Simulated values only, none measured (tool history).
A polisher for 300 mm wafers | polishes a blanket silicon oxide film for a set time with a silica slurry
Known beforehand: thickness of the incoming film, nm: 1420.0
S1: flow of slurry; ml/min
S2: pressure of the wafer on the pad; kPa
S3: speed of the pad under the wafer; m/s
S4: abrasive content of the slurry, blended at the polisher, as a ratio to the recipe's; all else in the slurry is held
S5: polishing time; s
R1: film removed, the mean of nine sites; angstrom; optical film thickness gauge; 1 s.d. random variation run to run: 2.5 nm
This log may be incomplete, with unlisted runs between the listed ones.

{"run": 1, "hour": 0.0, "S1": 190, "S2": 35.9, "S3": 1.46, "S4": 1, "S5": 45, "R1": 1686.8}
{"run": 2, "hour": 7.5, "S1": 190, "S2": 35.9, "S3": 1.46, "S4": 0.8, "S5": 45, "R1": 1458.1}
{"run": 3, "hour": 13.6, "S1": 190, "S2": 35.9, "S3": 1.46, "S4": 0.8, "S5": 45, "R1": 1472.1}
{"run": 4, "hour": 15.7, "S1": 190, "S2": 35.9, "S3": 1.22, "S4": 0.8, "S5": 45, "R1": 1273.6}
{"run": 5, "hour": 21.7, "S1": 190, "S2": 35.9, "S3": 1.22, "S4": 0.8, "S5": 41, "R1": 1160.7}
{"run": 6, "hour": 30.4, "S1": 190, "S2": 27.6, "S3": 1.22, "S4": 0.8, "S5": 41, "R1": 883.35}
{"run": 7, "hour": 37.2, "S1": 195, "S2": 31, "S3": 1.3, "S4": 0.8, "S5": 41, "R1": 1054.6}
{"run": 8, "hour": 41.5, "S1": 195, "S2": 31, "S3": 1.3, "S4": 0.8, "S5": 41, "R1": 1035.1}
{"run": 9, "hour": 48.4, "S1": 195, "S2": 33.8, "S3": 1.38, "S4": 0.8, "S5": 41, "R1": 1207}
{"run": 10, "hour": 57.0, "S1": 195, "S2": 36.5, "S3": 1.44, "S4": 0.8, "S5": 41, "R1": 1345.7}
{"run": 11, "hour": 58.9, "S1": 195, "S2": 38.6, "S3": 1.52, "S4": 0.8, "S5": 41, "R1": 1483}
{"run": 12, "hour": 62.9, "S1": 195, "S2": 40.7, "S3": 1.6, "S4": 0.8, "S5": 41, "R1": 1616}
{"run": 13, "hour": 68.5, "S1": 195, "S2": 42.7, "S3": 1.68, "S4": 0.8, "S5": 41, "R1": 1767.3}
{"run": 14, "hour": 74.3, "S1": 230, "S2": 52.4, "S3": 2.1, "S4": 0.85, "S5": 41, "R1": 2767.8}

Run 15 comes next. What will it give?
{"run": 15, "hour": 80.6, "S1": 230, "S2": 52.4, "S3": 2.1, "S4": 0.85, "S5": 41, "R1": "?"}

{"run 15": {"R1": 2766.1}}
